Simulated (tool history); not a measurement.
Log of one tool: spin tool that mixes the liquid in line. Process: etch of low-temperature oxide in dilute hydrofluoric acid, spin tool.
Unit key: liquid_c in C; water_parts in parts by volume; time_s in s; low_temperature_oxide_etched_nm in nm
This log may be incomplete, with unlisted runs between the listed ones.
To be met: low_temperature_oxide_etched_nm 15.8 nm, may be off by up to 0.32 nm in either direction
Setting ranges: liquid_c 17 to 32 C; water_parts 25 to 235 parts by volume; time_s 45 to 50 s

run,day,liquid_c,water_parts,time_s,low_temperature_oxide_etched_nm
1,0,24,130,45,8.8207
2,0.208,25.5,125,45,9.8094
3,0.504,25.5,125,45,9.6896
4,0.638,25.5,125,50,10.846
5,0.875,23.5,125,50,9.9793
6,1.042,25,125,50,10.576
7,1.346,26,120,50,11.496
# day 1.596: hydrofluoric acid flow meter replaced
8,1.596,27,115,50,11.582
9,1.95,27.5,110,50,12.432
10,2.188,28,105,50,13.365
11,2.558,28.5,105,50,13.722
12,2.675,28.5,105,50,13.66
13,2.8,29,105,50,13.987
14,2.929,29,105,50,13.904
15,3.242,29.5,105,50,14.227
16,3.483,30,105,50,14.499
17,3.762,30.5,105,50,14.56
18,4.008,31,105,50,14.96
19,4.325,31.5,105,50,15.352

Of the 4 settings listed for the next run, only one would bring every result within its allowed miss of target. Which one?
A,4.642,31,105,50,?
B,4.642,28.5,90,50,?
C,4.642,32,90,45,?
D,4.642,29.5,95,50,?

move,low_temperature_oxide_etched_nm
A,15.043
B,16.315
C,16.757
D,15.944
A: further off than the last run
B: moves the result that the last run missed by most past its target, out the other side
C: moves the result that the last run missed by most past its target, out the other side
D: in spec on every target
Answer: D
